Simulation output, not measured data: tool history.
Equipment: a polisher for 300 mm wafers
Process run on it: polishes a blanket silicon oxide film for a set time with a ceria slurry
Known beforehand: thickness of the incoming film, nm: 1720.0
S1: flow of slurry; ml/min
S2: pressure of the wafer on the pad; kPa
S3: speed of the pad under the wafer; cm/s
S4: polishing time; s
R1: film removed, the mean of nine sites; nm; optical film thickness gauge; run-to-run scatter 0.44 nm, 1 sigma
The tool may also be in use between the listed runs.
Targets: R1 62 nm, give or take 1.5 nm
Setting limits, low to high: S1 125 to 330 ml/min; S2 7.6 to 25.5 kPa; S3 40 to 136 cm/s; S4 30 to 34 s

| run | hour | S1 | S2 | S3 | S4 | R1 |
|---|---|---|---|---|---|---|
| 1 | 0 | 210 | 16.5 | 88 | 34 | 102.67 |
| 2 | 5.1 | 210 | 16.5 | 74 | 34 | 86.289 |
| 3 | 7.2 | 205 | 15.2 | 74 | 34 | 80.855 |
| 4 | 9.5 | 250 | 15.2 | 74 | 34 | 83.468 |
| 5 | 12.2 | 235 | 13.8 | 74 | 34 | 76.757 |
| 6 | 18.1 | 220 | 13.1 | 74 | 34 | 72.631 |
|  | 23.5 | head pressure recalibrated |
| 7 | 23.5 | 205 | 12.4 | 74 | 34 | 77.273 |
| 8 | 27.2 | 220 | 11 | 74 | 34 | 72.302 |
| 9 | 36.1 | 220 | 10.3 | 72 | 34 | 65.895 |
| 10 | 42.1 | 220 | 9.7 | 72 | 34 | 63.659 |
| 11 | 43.7 | 205 | 9 | 72 | 34 | 59.884 |

Of the 5 settings listed for the next run, only one would bring every result within its allowed miss of target. Which one?
| A | 45.3 | 175 | 9.7 | 76 | 31 | ? |
| B | 45.3 | 215 | 7.6 | 78 | 33 | ? |
| C | 45.3 | 155 | 7.6 | 96 | 31 | ? |
| D | 45.3 | 220 | 7.6 | 86 | 30 | ? |
| E | 45.3 | 180 | 12.4 | 62 | 31 | ? |

| move | R1 |
|---|---|
| A | 59.147 |
| B | 57.16 |
| C | 62.232 |
| D | 57.289 |
| E | 58.113 |
A: misses by more than the last run did
B: misses by more than the last run did
C: all results in spec
D: misses by more than the last run did
E: misses by more than the last run did
Answer: C

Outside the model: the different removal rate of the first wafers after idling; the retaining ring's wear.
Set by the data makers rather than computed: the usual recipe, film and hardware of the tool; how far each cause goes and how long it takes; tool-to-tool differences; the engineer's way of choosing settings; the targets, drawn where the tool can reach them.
